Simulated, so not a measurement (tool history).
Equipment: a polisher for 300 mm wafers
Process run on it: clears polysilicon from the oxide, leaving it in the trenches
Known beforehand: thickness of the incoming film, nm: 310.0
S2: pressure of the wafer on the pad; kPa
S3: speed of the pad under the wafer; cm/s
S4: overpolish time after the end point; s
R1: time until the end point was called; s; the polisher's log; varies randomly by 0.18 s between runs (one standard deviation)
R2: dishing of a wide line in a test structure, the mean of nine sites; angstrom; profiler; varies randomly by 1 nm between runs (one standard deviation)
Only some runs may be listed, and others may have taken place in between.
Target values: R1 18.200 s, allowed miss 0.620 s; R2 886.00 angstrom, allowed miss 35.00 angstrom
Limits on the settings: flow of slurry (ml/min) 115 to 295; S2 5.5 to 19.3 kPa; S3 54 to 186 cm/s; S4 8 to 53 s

{"run": 1, "hour": 0.0, "flow of slurry (ml/min)": 190, "S2": 12.4, "S3": 118, "S4": 27, "R1": 23.121, "R2": 852.18}
{"run": 2, "hour": 5.2, "flow of slurry (ml/min)": 230, "S2": 12.4, "S3": 118, "S4": 27, "R1": 23.057, "R2": 882.93}
{"run": 3, "hour": 9.9, "flow of slurry (ml/min)": 230, "S2": 12.4, "S3": 118, "S4": 21, "R1": 23.256, "R2": 865.37}
{"run": 4, "hour": 14.5, "flow of slurry (ml/min)": 230, "S2": 13.1, "S3": 118, "S4": 21, "R1": 21.816, "R2": 838.04}
{"run": 5, "hour": 17.8, "flow of slurry (ml/min)": 230, "S2": 13.1, "S3": 118, "S4": 16, "R1": 21.223, "R2": 793.71}
{"run": 6, "hour": 18.3, "flow of slurry (ml/min)": 255, "S2": 13.1, "S3": 118, "S4": 16, "R1": 21.768, "R2": 796.92}
{"run": 7, "hour": 22.1, "flow of slurry (ml/min)": 255, "S2": 13.8, "S3": 118, "S4": 19, "R1": 20.447, "R2": 859.95}
{"run": 8, "hour": 26.1, "flow of slurry (ml/min)": 255, "S2": 14.5, "S3": 118, "S4": 19, "R1": 19.626, "R2": 873.84}
{"run": 9, "hour": 34.8, "flow of slurry (ml/min)": 255, "S2": 15.2, "S3": 118, "S4": 18, "R1": 18.734, "R2": 861.83}

Pick the move, out of 5, that brings all results within their allowed miss; only one does.
{"run": "A", "hour": 43.5, "flow of slurry (ml/min)": 260, "S2": 15.2, "S3": 114, "S4": 16, "R1": "?", "R2": "?"}
{"run": "B", "hour": 43.5, "flow of slurry (ml/min)": 260, "S2": 14.5, "S3": 128, "S4": 24, "R1": "?", "R2": "?"}
{"run": "C", "hour": 43.5, "flow of slurry (ml/min)": 290, "S2": 16.5, "S3": 108, "S4": 15, "R1": "?", "R2": "?"}
{"run": "D", "hour": 43.5, "flow of slurry (ml/min)": 240, "S2": 15.2, "S3": 110, "S4": 18, "R1": "?", "R2": "?"}
{"run": "E", "hour": 43.5, "flow of slurry (ml/min)": 265, "S2": 15.9, "S3": 108, "S4": 23, "R1": "?", "R2": "?"}

move=A R1=19.197 R2=818.75
move=B R1=17.923 R2=868.30
move=C R1=18.455 R2=814.54
move=D R1=20.023 R2=830.41
move=E R1=19.365 R2=860.63
A: the biggest miss grows against the last run
B: all results in spec
C: the worst result of the last run now meets its target, but another is out of spec
D: the biggest miss grows against the last run
E: the biggest miss grows against the last run
Correct choice: B, which meets every target
